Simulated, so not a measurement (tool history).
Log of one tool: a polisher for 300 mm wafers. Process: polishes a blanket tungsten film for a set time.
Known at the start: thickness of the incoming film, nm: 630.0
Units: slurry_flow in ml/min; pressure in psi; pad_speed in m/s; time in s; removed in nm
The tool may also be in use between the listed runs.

run	hour	slurry_flow	pressure	pad_speed	slurry_solids	time	removed
1	0.0	255	2.4	1.16	1.0	25	100.970
2	1.8	255	2.1	1.00	1.0	25	78.780
3	7.6	300	2.1	1.00	1.0	25	79.494
4	9.3	300	1.6	1.00	1.0	25	65.336
5	14.3	300	1.6	1.00	1.0	25	65.258
6	22.4	300	1.6	0.78	1.0	25	52.104
7	24.9	300	1.5	0.72	1.0	25	45.758
8	33.7	295	1.4	0.70	1.0	25	41.456
9	42.3	275	1.4	0.70	1.0	25	42.196
10	46.2	270	1.3	0.68	1.0	25	39.035
11	53.5	260	1.3	0.68	1.0	25	38.193
12	55.8	250	1.3	0.68	1.0	25	38.648
13	59.7	245	1.3	0.68	1.0	25	38.590
14	68.0	245	1.1	0.66	1.0	25	33.113

Forecast run 15:
15	68.8	250	1.1	0.66	1.0	25	?

Run 15 gave removed 33.053 nm.

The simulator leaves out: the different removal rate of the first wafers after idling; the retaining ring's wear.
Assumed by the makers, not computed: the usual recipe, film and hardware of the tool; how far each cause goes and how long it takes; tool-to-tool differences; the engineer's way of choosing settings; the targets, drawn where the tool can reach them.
